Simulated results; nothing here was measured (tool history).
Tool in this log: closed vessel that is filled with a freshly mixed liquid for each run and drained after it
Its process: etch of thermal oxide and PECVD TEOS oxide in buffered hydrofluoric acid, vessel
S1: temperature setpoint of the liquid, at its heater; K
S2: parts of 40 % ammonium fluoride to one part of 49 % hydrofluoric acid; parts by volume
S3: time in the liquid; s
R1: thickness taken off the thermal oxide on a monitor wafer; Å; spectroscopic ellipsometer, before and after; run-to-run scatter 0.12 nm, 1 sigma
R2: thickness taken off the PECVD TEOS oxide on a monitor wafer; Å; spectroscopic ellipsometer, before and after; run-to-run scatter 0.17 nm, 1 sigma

Run 1, hour 0.0: S1 296.15 K, S2 8.5 parts by volume, S3 60 s. Result: R1 740.02 Å, R2 746.37 Å.
Run 2, hour 6.4: S1 294.15 K, S2 10.0 parts by volume, S3 60 s. Result: R1 589.83 Å, R2 583.27 Å.
Run 3, hour 10.8: S1 294.15 K, S2 10.0 parts by volume, S3 80 s. Result: R1 782.69 Å, R2 784.37 Å.
Run 4, hour 19.3: S1 294.15 K, S2 9.0 parts by volume, S3 80 s. Result: R1 838.23 Å, R2 835.43 Å.
Run 5, hour 22.3: S1 294.15 K, S2 10.5 parts by volume, S3 80 s. Result: R1 746.71 Å, R2 744.83 Å.
Run 6, hour 23.3: S1 295.65 K, S2 10.5 parts by volume, S3 80 s. Result: R1 809.29 Å, R2 812.01 Å.

What does the tool deliver on the next run?
Run 7, hour 24.7: S1 294.15 K, S2 11.5 parts by volume, S3 70 s. Result: R1 ?, R2 ?.

R1: 592.23 Å
R2: 598.39 Å

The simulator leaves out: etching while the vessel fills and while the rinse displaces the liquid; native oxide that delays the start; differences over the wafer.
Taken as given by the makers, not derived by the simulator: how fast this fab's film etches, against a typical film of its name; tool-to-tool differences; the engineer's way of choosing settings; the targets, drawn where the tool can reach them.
